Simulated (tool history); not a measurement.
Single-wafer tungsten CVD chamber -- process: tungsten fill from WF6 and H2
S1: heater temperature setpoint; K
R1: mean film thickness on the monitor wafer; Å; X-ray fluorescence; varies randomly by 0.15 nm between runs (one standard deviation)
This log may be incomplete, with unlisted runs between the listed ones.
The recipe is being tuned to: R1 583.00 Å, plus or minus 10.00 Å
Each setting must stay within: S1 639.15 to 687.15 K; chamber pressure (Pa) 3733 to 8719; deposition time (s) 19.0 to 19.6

run 1 hour=0.0 | S1=663.15 chamber_pressure_(Pa)=6226 deposition_time_(s)=19.0 | R1=509.25
run 2 hour=3.5 | S1=664.15 chamber_pressure_(Pa)=6226 deposition_time_(s)=19.0 | R1=518.39
run 3 hour=7.6 | S1=665.15 chamber_pressure_(Pa)=6226 deposition_time_(s)=19.0 | R1=530.12
run 4 hour=13.2 | S1=666.15 chamber_pressure_(Pa)=6226 deposition_time_(s)=19.0 | R1=540.21
run 5 hour=17.8 | S1=667.15 chamber_pressure_(Pa)=6226 deposition_time_(s)=19.0 | R1=551.46
run 6 hour=20.7 | S1=662.15 chamber_pressure_(Pa)=6226 deposition_time_(s)=19.0 | R1=496.22
run 7 hour=23.5 | S1=662.15 chamber_pressure_(Pa)=6226 deposition_time_(s)=19.0 | R1=495.48
run 8 hour=30.8 | S1=663.15 chamber_pressure_(Pa)=6226 deposition_time_(s)=19.0 | R1=509.02
run 9 hour=33.8 | S1=664.15 chamber_pressure_(Pa)=6226 deposition_time_(s)=19.0 | R1=517.98
run 10 hour=41.7 | S1=671.15 chamber_pressure_(Pa)=6253 deposition_time_(s)=19.0 | R1=602.28

5 candidate next runs follow, results not yet known. Just one meets every target within its allowed miss. Identify it.
run A hour=49.6 | S1=667.15 chamber_pressure_(Pa)=6266 deposition_time_(s)=19.0 | R1=?
run B hour=49.6 | S1=670.15 chamber_pressure_(Pa)=5720 deposition_time_(s)=19.0 | R1=?
run C hour=49.6 | S1=671.15 chamber_pressure_(Pa)=5533 deposition_time_(s)=19.0 | R1=?
run D hour=49.6 | S1=670.15 chamber_pressure_(Pa)=5226 deposition_time_(s)=19.6 | R1=?
run E hour=49.6 | S1=667.15 chamber_pressure_(Pa)=6386 deposition_time_(s)=19.6 | R1=?

move=A R1=557.57
move=B R1=567.62
move=C R1=569.96
move=D R1=558.85
move=E R1=580.76
A: takes the biggest miss from the last run beyond its target
B: takes the biggest miss from the last run beyond its target
C: takes the biggest miss from the last run beyond its target
D: takes the biggest miss from the last run beyond its target
E: every result lands within tolerance
The right move is E.
